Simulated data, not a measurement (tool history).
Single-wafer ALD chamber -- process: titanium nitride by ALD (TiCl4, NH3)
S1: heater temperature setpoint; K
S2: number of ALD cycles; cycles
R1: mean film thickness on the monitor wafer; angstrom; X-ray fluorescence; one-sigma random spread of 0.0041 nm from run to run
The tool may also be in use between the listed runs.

Run 1, hour 0: S1 648.15 K, S2 76 cycles, NH3 pulse time (s) 1.55. Result: R1 17.09 angstrom.
Run 2, hour 2.2: S1 648.15 K, S2 76 cycles, NH3 pulse time (s) 1.92. Result: R1 17.39 angstrom.
Run 3, hour 4: S1 648.15 K, S2 76 cycles, NH3 pulse time (s) 1.57. Result: R1 17.064 angstrom.
Run 4, hour 7.1: S1 645.15 K, S2 76 cycles, NH3 pulse time (s) 1.46. Result: R1 16.793 angstrom.
Run 5, hour 13.5: S1 645.15 K, S2 72 cycles, NH3 pulse time (s) 1.46. Result: R1 15.948 angstrom.
Run 6, hour 20.7: S1 645.15 K, S2 72 cycles, NH3 pulse time (s) 1.46. Result: R1 16.023 angstrom.
Run 7, hour 27.8: S1 643.15 K, S2 72 cycles, NH3 pulse time (s) 1.4. Result: R1 15.949 angstrom.
Run 8, hour 28.7: S1 641.15 K, S2 72 cycles, NH3 pulse time (s) 1.31. Result: R1 15.563 angstrom.
Run 9, hour 33.6: S1 639.15 K, S2 72 cycles, NH3 pulse time (s) 1.3. Result: R1 15.589 angstrom.
Run 10, hour 38.2: S1 638.15 K, S2 72 cycles, NH3 pulse time (s) 1.25. Result: R1 15.408 angstrom.
Run 11, hour 45.5: S1 637.15 K, S2 72 cycles, NH3 pulse time (s) 1.23. Result: R1 15.307 angstrom.
Run 12, hour 53.2: S1 636.15 K, S2 72 cycles, NH3 pulse time (s) 1.21. Result: R1 15.146 angstrom.
Run 13, hour 55.2: S1 635.15 K, S2 72 cycles, NH3 pulse time (s) 1.2. Result: R1 15.237 angstrom.
Run 14, hour 55.8: S1 634.15 K, S2 72 cycles, NH3 pulse time (s) 1.17. Result: R1 15.042 angstrom.
Run 15, hour 64.5: S1 624.15 K, S2 72 cycles, NH3 pulse time (s) 0.85. Result: R1 13.249 angstrom.
Run 16, hour 70.2: S1 625.15 K, S2 72 cycles, NH3 pulse time (s) 0.85. Result: R1 13.364 angstrom.
Run 17, hour 74.6: S1 626.15 K, S2 72 cycles, NH3 pulse time (s) 0.85. Result: R1 13.256 angstrom.
At hour 79.5: thermocouple changed; heater temperature recalibrated.
Run 18, hour 79.5: S1 628.15 K, S2 72 cycles, NH3 pulse time (s) 0.85. Result: R1 13.262 angstrom.
Run 19, hour 82.2: S1 629.15 K, S2 72 cycles, NH3 pulse time (s) 0.86. Result: R1 13.368 angstrom.

Run 20 comes next. What will it give?
Run 20, hour 84.7: S1 630.15 K, S2 72 cycles, NH3 pulse time (s) 0.87. Result: R1 ?.

{"run 20": {"R1": 13.453}}
